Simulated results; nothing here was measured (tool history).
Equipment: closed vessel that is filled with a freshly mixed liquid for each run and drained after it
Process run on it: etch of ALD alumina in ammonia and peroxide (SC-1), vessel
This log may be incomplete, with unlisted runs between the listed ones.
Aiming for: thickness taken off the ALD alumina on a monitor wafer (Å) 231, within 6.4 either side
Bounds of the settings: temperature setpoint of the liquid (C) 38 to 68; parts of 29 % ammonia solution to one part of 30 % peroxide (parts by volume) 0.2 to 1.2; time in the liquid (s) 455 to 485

run  hour  temperature setpoint of the liquid (C)  parts of 29 % ammonia solution to one part of 30 % peroxide (parts by volume)  time in the liquid (s)  thickness taken off the ALD alumina on a monitor wafer (Å)
  1     0                                      52                                                                            0.7                     455                                                      404.62
  2   7.7                                      49                                                                            0.7                     455                                                      345.71
  3   8.8                                      49                                                                           0.55                     455                                                      336.79
  4  14.6                                      49                                                                           0.55                     485                                                      360.16
  5  17.6                                      54                                                                           0.55                     485                                                      471.28
  6  18.5                                      50                                                                           0.55                     485                                                      377.97
  7  20.1                                      50                                                                           0.55                     485                                                      380.09
  8  21.2                                    47.5                                                                           0.55                     485                                                      331.53
  9  30.4                                    45.5                                                                           0.55                     485                                                      294.53
 10  31.9                                    44.5                                                                           0.55                     485                                                      279.68
 11  33.3                                    40.5                                                                           0.55                     485                                                      220.74

5 candidate next runs follow, results not yet known. Just one meets every target within its allowed miss. Identify it.
  A  34.7                                      41                                                                            0.6                     455                                                           ?
  B  34.7                                    42.5                                                                            0.7                     470                                                           ?
  C  34.7                                      42                                                                           0.75                     455                                                           ?
  D  34.7                                    40.5                                                                           0.75                     455                                                           ?
  E  34.7                                      40                                                                            0.5                     485                                                           ?

move  thickness taken off the ALD alumina on a monitor wafer (Å)
   A                                                      214.54
   B                                                      245.43
   C                                                      232.32
   D                                                      212.81
   E                                                       211.9
A: lands further from the targets than the last run did
B: takes the biggest miss from the last run beyond its target
C: meets every target
D: lands further from the targets than the last run did
E: lands further from the targets than the last run did
C is the move that brings every result within its allowed miss.

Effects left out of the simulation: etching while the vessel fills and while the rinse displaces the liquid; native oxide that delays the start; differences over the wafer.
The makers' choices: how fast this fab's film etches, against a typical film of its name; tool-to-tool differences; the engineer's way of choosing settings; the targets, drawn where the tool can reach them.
